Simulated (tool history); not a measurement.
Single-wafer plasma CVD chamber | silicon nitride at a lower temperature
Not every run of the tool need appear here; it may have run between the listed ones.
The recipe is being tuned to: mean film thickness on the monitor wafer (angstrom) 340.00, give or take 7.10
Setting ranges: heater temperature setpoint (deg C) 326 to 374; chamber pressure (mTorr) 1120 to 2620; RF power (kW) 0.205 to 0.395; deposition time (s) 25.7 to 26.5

| run | hour | heater temperature setpoint (deg C) | chamber pressure (mTorr) | RF power (kW) | deposition time (s) | mean film thickness on the monitor wafer (angstrom) |
|---|---|---|---|---|---|---|
| 1 | 0.0 | 350 | 1870 | 0.300 | 25.7 | 309.23 |
| 2 | 7.0 | 350 | 1590 | 0.300 | 25.7 | 290.76 |
| 3 | 13.6 | 350 | 1870 | 0.300 | 25.7 | 309.22 |
| 4 | 22.3 | 350 | 2020 | 0.300 | 25.7 | 317.62 |
| 5 | 30.4 | 350 | 2080 | 0.300 | 25.7 | 320.06 |
| 6 | 32.3 | 350 | 2130 | 0.300 | 25.7 | 321.09 |
| 7 | 38.1 | 350 | 2180 | 0.300 | 25.7 | 323.09 |
| 8 | 39.4 | 350 | 2230 | 0.300 | 25.7 | 327.63 |
| 9 | 45.0 | 350 | 2260 | 0.300 | 25.7 | 327.78 |

Pick the move, out of 4, that brings all results within their allowed miss; only one does.
| A | 50.6 | 365 | 2050 | 0.265 | 26.1 | ? |
| B | 50.6 | 344 | 1780 | 0.350 | 25.7 | ? |
| C | 50.6 | 346 | 1780 | 0.350 | 26.5 | ? |
| D | 50.6 | 350 | 2190 | 0.340 | 26.1 | ? |

| move | mean film thickness on the monitor wafer (angstrom) |
|---|---|
| A | 301.24 |
| B | 328.54 |
| C | 338.45 |
| D | 352.24 |
A: moves away from the targets compared with the last run
B: nearer than the last run, and not there yet
C: in spec on every target
D: moves the result that the last run missed by most past its target, out the other side
The move that meets every target is C.
